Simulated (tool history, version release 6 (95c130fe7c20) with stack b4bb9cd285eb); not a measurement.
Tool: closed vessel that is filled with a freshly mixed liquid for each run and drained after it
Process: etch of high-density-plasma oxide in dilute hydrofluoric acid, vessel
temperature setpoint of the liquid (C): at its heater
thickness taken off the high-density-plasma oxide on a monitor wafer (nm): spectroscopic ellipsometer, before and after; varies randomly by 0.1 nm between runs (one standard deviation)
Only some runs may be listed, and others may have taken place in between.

| run | hour | temperature setpoint of the liquid (C) | parts of water to one part of 49 % hydrofluoric acid (parts by volume) | time in the liquid (s) | thickness taken off the high-density-plasma oxide on a monitor wafer (nm) |
|---|---|---|---|---|---|
| 1 | 0 | 21 | 45 | 65 | 6.5933 |
| 2 | 8 | 22 | 45 | 65 | 6.8613 |
| 3 | 12.1 | 22 | 45 | 40 | 4.1662 |
| 4 | 16.1 | 21.5 | 40 | 40 | 4.6373 |
| 5 | 19.8 | 23 | 40 | 40 | 4.9632 |
| 6 | 22.1 | 23 | 40 | 40 | 4.9462 |
| 7 | 29.7 | 22 | 35 | 45 | 6.0904 |
| 8 | 35.8 | 21.5 | 35 | 50 | 6.7123 |

What does the tool deliver on the next run?
| 9 | 43.7 | 25.5 | 20 | 65 | ? |

{"run 9": {"thickness taken off the high-density-plasma oxide on a monitor wafer (nm)": 18.476}}
